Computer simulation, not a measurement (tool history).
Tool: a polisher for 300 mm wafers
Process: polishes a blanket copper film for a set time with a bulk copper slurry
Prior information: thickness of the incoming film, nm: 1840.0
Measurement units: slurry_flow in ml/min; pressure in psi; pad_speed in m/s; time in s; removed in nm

| run | hour | slurry_flow | pressure | pad_speed | slurry_solids | time | removed |
|---|---|---|---|---|---|---|---|
| 1 | 0.0 | 305 | 2.0 | 1.00 | 1.0 | 57 | 407.30 |
| 2 | 2.2 | 305 | 2.2 | 1.00 | 1.0 | 57 | 448.11 |
| 3 | 5.8 | 305 | 2.3 | 1.00 | 1.0 | 57 | 449.96 |
| 4 | 12.3 | 305 | 2.4 | 1.02 | 1.0 | 57 | 470.18 |
| 5 | 14.5 | 250 | 2.4 | 1.02 | 1.0 | 57 | 451.99 |
| 6 | 17.8 | 265 | 2.5 | 1.02 | 1.0 | 57 | 481.06 |
| 7 | 25.3 | 275 | 2.6 | 1.02 | 1.0 | 57 | 493.18 |

Run 8 is up next; what results do you expect?
| 8 | 28.9 | 280 | 2.7 | 1.02 | 1.0 | 57 | ? |

For run 8 the tool returned removed 508.60 nm.
